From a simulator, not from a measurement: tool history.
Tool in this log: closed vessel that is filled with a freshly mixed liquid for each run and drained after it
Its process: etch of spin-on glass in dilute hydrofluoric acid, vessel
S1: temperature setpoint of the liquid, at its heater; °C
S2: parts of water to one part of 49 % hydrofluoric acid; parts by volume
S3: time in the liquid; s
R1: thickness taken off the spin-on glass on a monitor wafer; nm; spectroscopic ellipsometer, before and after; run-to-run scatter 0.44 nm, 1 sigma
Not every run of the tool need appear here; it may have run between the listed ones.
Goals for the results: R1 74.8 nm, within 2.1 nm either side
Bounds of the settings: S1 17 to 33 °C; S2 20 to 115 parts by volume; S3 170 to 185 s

run,hour,S1,S2,S3,R1
1,0,25,65,170,65.649
2,6.3,25,50,170,87.802
3,8.7,24,50,170,83.771
4,16.1,23.5,50,170,82.748
5,20.6,23.5,30,170,139.85
6,27.3,22,35,170,112.64
7,36.3,21,35,170,107.49
8,39,20,35,170,102.8
9,46.3,19.5,35,170,101.68
10,48.8,19,35,170,98.424

5 candidate next runs follow, results not yet known. Just one meets every target within its allowed miss. Identify it.
A,51.3,18.5,45,170,?
B,51.3,20.5,30,185,?
C,51.3,17.5,45,170,?
D,51.3,18,40,170,?
E,51.3,17.5,40,170,?

move,R1
A,74.418
B,134.78
C,71.265
D,82.403
E,80.629
A: each result inside its tolerance
B: further off than the last run
C: moves the result that the last run missed by most past its target, out the other side
D: nearer the targets than the last run, but a result is still out of spec
E: nearer the targets than the last run, but a result is still out of spec
Move A is the one to make.
